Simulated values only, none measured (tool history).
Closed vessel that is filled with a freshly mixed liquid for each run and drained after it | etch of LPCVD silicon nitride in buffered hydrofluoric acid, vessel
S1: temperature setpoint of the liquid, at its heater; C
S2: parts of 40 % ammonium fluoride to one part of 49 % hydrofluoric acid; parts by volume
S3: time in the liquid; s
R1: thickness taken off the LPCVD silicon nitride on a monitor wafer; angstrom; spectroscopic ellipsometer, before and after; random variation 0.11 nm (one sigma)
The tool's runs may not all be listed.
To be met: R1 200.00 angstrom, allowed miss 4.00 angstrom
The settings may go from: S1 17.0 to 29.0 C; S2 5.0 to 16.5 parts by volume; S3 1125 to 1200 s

run  hour    S1    S2    S3      R1
  1   0.0  21.0  10.0  1125  129.05
  2   4.0  21.0  10.0  1125  127.42
  3  11.5  21.0  10.0  1200  135.35
  4  14.8  24.0  10.0  1200  160.80
  5  19.0  22.5  10.0  1200  146.26
  6  22.8  21.0  10.0  1200  135.49
  7  24.1  23.0  10.0  1200  149.75
  8  25.7  25.0  10.0  1200  168.60
  9  29.3  25.0  10.0  1200  170.35

Which of these 5 next moves meets every target?
  A  32.9  25.5   9.0  1200   ?
  B  32.9  24.5   8.5  1200   ?
  C  32.9  26.0   8.5  1195   ?
  D  32.9  22.0   8.5  1125   ?
  E  32.9  21.5  10.5  1175   ?

move      R1
   A  185.97
   B  187.53
   C  202.39
   D  153.47
   E  130.81
A: nearer than the last run, and not there yet
B: nearer than the last run, and not there yet
C: meets every target
D: further off than the last run
E: further off than the last run
Answer: C
